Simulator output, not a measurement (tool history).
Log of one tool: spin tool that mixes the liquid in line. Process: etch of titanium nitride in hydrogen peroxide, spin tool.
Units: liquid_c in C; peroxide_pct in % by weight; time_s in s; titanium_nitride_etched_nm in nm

run	hour	liquid_c	peroxide_pct	time_s	titanium_nitride_etched_nm
1	0.0	43.0	20.5	270	5.0900
2	3.7	43.0	17.0	270	4.8054
3	5.7	44.0	17.0	270	5.1941
4	11.2	44.0	14.5	270	5.0378
5	19.3	45.0	14.5	270	5.4351
6	23.1	45.0	13.0	270	5.2280
7	26.6	46.0	13.0	270	5.6679

The next listed run, before its measurement:
8	32.5	46.5	13.0	270	?

Run 8 gave titanium_nitride_etched_nm 5.9019 nm.
